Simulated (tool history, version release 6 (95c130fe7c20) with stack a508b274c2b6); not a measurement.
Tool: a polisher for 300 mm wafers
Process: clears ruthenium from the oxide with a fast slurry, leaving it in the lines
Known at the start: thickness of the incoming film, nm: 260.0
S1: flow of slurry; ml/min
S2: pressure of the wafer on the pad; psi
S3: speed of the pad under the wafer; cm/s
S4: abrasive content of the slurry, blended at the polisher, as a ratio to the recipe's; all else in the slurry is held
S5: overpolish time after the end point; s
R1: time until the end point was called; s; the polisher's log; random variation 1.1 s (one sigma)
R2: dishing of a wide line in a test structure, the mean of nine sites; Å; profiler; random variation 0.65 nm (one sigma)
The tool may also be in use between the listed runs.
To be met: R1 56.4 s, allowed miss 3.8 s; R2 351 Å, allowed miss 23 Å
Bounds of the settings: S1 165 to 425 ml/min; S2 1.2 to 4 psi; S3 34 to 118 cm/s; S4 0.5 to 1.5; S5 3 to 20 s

run	hour	S1	S2	S3	S4	S5	R1	R2
1	0	275	2.6	76	1	10	78.945	270.95
2	8.5	275	2.7	76	1	10	79.024	292.11
3	17.4	275	2.2	76	1	10	93.6	243.02
4	24.5	275	2.3	76	1	10	87.056	244.86
5	27.1	275	2.3	76	1.15	10	83.596	279.04
6	30.1	275	2.3	76	1.15	7	80.287	198.66
7	33	275	2.4	76	1.15	7	81.235	201.02
8	38.5	275	2.5	76	1.15	7	75.463	206.19
9	41.5	275	2.6	76	1.15	7	74.859	220.01
10	47.1	275	2.7	76	1.15	7	72.234	218.79
11	51.6	275	3.3	80	1.15	10	57.08	383.34

Which of these 4 next moves meets every target?
A	56.1	295	3.7	66	1	14	?	?
B	56.1	165	3	104	1.05	11	?	?
C	56.1	405	3.4	86	0.95	11	?	?
D	56.1	265	3	94	1.05	9	?	?

move	R1	R2
A	62.128	484.78
B	55.019	435.29
C	55.248	433.65
D	56.43	353.94
A: further off than the last run
B: further off than the last run
C: further off than the last run
D: meets every target
Answer: D
